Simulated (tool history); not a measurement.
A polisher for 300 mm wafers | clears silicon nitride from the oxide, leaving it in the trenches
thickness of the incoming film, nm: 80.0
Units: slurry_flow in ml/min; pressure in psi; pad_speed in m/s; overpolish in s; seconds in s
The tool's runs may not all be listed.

run 1 day=0 | slurry_flow=130 pressure=3.1 pad_speed=0.96 overpolish=27 | seconds=75.729
run 2 day=0.321 | slurry_flow=130 pressure=3.1 pad_speed=0.82 overpolish=27 | seconds=86.154
run 3 day=0.662 | slurry_flow=125 pressure=3.1 pad_speed=0.82 overpolish=27 | seconds=86.197
run 4 day=0.904 | slurry_flow=125 pressure=3.1 pad_speed=0.82 overpolish=29 | seconds=85.656
run 5 day=1.017 | slurry_flow=145 pressure=3.1 pad_speed=0.82 overpolish=29 | seconds=85.637
run 6 day=1.133 | slurry_flow=145 pressure=3.1 pad_speed=0.6 overpolish=29 | seconds=108.87

Forecast run 7:
run 7 day=1.321 | slurry_flow=145 pressure=3.2 pad_speed=0.6 overpolish=29 | seconds=?

Logged for run 7: seconds 103.98 s.
